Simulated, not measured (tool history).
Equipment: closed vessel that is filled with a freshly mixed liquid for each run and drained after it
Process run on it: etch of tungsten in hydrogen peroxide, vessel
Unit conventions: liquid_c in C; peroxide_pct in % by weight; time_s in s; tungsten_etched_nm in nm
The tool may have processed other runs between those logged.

run	day	liquid_c	peroxide_pct	time_s	tungsten_etched_nm
1	0	48	25.5	90	243.37
2	0.292	49	25.5	90	261.83
3	0.65	49	29	90	281.69
4	0.85	53.5	29	90	368.24
5	0.983	53.5	25	90	340.07
6	1.079	53.5	28.5	90	359.02
7	1.446	54.5	28.5	90	387.24

Forecast run 8:
8	1.533	54.5	28.5	90	?

{"run 8": {"tungsten_etched_nm": 384.65}}
